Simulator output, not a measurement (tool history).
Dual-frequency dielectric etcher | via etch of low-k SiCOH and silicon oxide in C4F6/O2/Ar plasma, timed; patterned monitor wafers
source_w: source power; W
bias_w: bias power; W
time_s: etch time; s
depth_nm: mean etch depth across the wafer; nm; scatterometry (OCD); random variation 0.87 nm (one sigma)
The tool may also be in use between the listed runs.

| run | hour | source_w | bias_w | time_s | depth_nm |
|---|---|---|---|---|---|
| 1 | 0 | 450 | 239 | 99 | 287.64 |
| 2 | 8.4 | 430 | 235 | 99 | 282.21 |
| 3 | 9.1 | 430 | 203 | 99 | 270.42 |
| 4 | 15.3 | 420 | 201 | 99 | 267.35 |
| 5 | 22.8 | 410 | 199 | 99 | 264.4 |
| 6 | 27.9 | 400 | 197 | 99 | 261.15 |
| 7 | 30.4 | 390 | 196 | 99 | 259.54 |
| 8 | 32.5 | 380 | 195 | 99 | 257.5 |
| 9 | 34.7 | 380 | 194 | 99 | 258.06 |
| 10 | 43.6 | 380 | 193 | 99 | 256.84 |
| 11 | 44.6 | 380 | 192 | 99 | 257.01 |
| 12 | 49.6 | 380 | 191 | 99 | 255.62 |

Forecast run 13:
| 13 | 57.4 | 380 | 190 | 99 | ? |

{"run 13": {"depth_nm": 255.14}}
